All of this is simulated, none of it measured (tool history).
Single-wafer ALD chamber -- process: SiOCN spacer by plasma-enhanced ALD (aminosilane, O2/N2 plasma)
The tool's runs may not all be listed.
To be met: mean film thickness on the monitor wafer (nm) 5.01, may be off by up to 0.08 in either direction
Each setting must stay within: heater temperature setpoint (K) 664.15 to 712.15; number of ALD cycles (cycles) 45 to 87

| run | hour | heater temperature setpoint (K) | number of ALD cycles (cycles) | mean film thickness on the monitor wafer (nm) |
|---|---|---|---|---|
| 1 | 0 | 688.15 | 66 | 3.936 |
| 2 | 8.1 | 678.15 | 66 | 4.0601 |
| 3 | 10.2 | 675.15 | 70 | 4.3343 |
| 4 | 12.8 | 675.15 | 65 | 4.0055 |
| 5 | 16.2 | 667.15 | 65 | 4.1078 |
| 6 | 19.1 | 667.15 | 69 | 4.3431 |
| 7 | 20.9 | 666.15 | 72 | 4.5484 |
| 8 | 24.2 | 665.15 | 74 | 4.6596 |
| 9 | 26.2 | 665.15 | 76 | 4.8184 |
| 10 | 27.6 | 665.15 | 76 | 4.802 |

Of the 4 settings listed for the next run, only one would bring every result within its allowed miss of target. Which one?
| A | 29 | 670.15 | 76 | ? |
| B | 29 | 667.15 | 77 | ? |
| C | 29 | 664.15 | 79 | ? |
| D | 29 | 675.15 | 79 | ? |

| move | mean film thickness on the monitor wafer (nm) |
|---|---|
| A | 4.7611 |
| B | 4.8594 |
| C | 4.9856 |
| D | 4.8794 |
A: further off than the last run
B: an improvement on the last run, though not all results are within tolerance
C: every result within its allowed miss
D: an improvement on the last run, though not all results are within tolerance
Correct choice: C, which meets every target

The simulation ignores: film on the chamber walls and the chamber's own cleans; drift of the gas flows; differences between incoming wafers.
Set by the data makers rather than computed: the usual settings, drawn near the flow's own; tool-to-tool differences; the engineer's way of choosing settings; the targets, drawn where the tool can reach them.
